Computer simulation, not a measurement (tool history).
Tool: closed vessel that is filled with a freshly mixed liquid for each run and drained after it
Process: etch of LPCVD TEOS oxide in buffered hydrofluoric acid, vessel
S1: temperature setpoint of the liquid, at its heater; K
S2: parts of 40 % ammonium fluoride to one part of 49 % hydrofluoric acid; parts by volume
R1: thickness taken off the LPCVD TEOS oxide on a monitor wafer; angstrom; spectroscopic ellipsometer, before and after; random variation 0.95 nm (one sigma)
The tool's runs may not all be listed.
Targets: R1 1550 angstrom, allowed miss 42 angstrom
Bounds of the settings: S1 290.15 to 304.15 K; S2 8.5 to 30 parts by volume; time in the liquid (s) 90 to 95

run 1 hour=0 | S1=296.15 S2=23 time_in_the_liquid_(s)=90 | R1=1079
run 2 hour=5.3 | S1=297.15 S2=23 time_in_the_liquid_(s)=90 | R1=1130.6
run 3 hour=7.4 | S1=294.15 S2=23 time_in_the_liquid_(s)=90 | R1=968.03
run 4 hour=16.2 | S1=295.15 S2=23 time_in_the_liquid_(s)=90 | R1=1021
run 5 hour=23.8 | S1=295.15 S2=23 time_in_the_liquid_(s)=95 | R1=1081
run 6 hour=28.2 | S1=296.15 S2=23 time_in_the_liquid_(s)=95 | R1=1142.1
run 7 hour=35.8 | S1=297.15 S2=23 time_in_the_liquid_(s)=95 | R1=1202.8
run 8 hour=38.4 | S1=297.65 S2=23 time_in_the_liquid_(s)=95 | R1=1239.6
run 9 hour=43.6 | S1=298.15 S2=23 time_in_the_liquid_(s)=95 | R1=1281.2
run 10 hour=48.7 | S1=298.65 S2=23 time_in_the_liquid_(s)=95 | R1=1305.3
run 11 hour=52.3 | S1=299.15 S2=23 time_in_the_liquid_(s)=95 | R1=1349.9
run 12 hour=53.3 | S1=299.65 S2=23 time_in_the_liquid_(s)=95 | R1=1375.3
run 13 hour=60 | S1=299.65 S2=23 time_in_the_liquid_(s)=95 | R1=1367.4
run 14 hour=63.9 | S1=300.15 S2=23 time_in_the_liquid_(s)=95 | R1=1409
run 15 hour=66 | S1=300.65 S2=23 time_in_the_liquid_(s)=95 | R1=1471.4
run 16 hour=75.1 | S1=301.15 S2=23 time_in_the_liquid_(s)=95 | R1=1499.6

Which of these 4 next moves meets every target?
run A hour=84.2 | S1=300.65 S2=23.5 time_in_the_liquid_(s)=95 | R1=?
run B hour=84.2 | S1=301.15 S2=22.5 time_in_the_liquid_(s)=90 | R1=?
run C hour=84.2 | S1=302.15 S2=23.5 time_in_the_liquid_(s)=95 | R1=?
run D hour=84.2 | S1=300.65 S2=21 time_in_the_liquid_(s)=90 | R1=?

move=A R1=1412.1
move=B R1=1415.7
move=C R1=1529.9
move=D R1=1446.7
A: further off than the last run
B: further off than the last run
C: meets every target
D: further off than the last run
Answer: C
